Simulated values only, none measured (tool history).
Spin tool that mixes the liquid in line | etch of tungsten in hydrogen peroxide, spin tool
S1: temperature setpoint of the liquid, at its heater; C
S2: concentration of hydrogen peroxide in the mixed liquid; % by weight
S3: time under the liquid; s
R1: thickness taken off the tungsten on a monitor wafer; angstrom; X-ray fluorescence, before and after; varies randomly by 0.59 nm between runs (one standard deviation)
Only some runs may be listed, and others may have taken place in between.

{"run": 1, "hour": 0.0, "S1": 52, "S2": 19, "S3": 50, "R1": 1088.9}
{"run": 2, "hour": 6.0, "S1": 52, "S2": 20.5, "S3": 50, "R1": 1139.2}
{"run": 3, "hour": 7.4, "S1": 56.5, "S2": 20.5, "S3": 50, "R1": 1494.4}
{"run": 4, "hour": 14.0, "S1": 52, "S2": 20.5, "S3": 50, "R1": 1109.6}
{"run": 5, "hour": 16.1, "S1": 52, "S2": 20.5, "S3": 50, "R1": 1132.4}
{"run": 6, "hour": 19.1, "S1": 49, "S2": 20.5, "S3": 50, "R1": 932.65}
{"run": 7, "hour": 21.5, "S1": 49, "S2": 20.5, "S3": 50, "R1": 928.01}
{"run": 8, "hour": 29.1, "S1": 47, "S2": 20.5, "S3": 50, "R1": 839.29}
{"run": 9, "hour": 32.1, "S1": 45.5, "S2": 20.5, "S3": 50, "R1": 744.53}
{"run": 10, "hour": 36.0, "S1": 44.5, "S2": 20.5, "S3": 50, "R1": 692.59}
{"run": 11, "hour": 41.8, "S1": 44, "S2": 20.5, "S3": 50, "R1": 689.76}

Run 12 is up next; what results do you expect?
{"run": 12, "hour": 47.6, "S1": 43.5, "S2": 20.5, "S3": 50, "R1": "?"}

For run 12 the tool returned R1 669.17 angstrom.
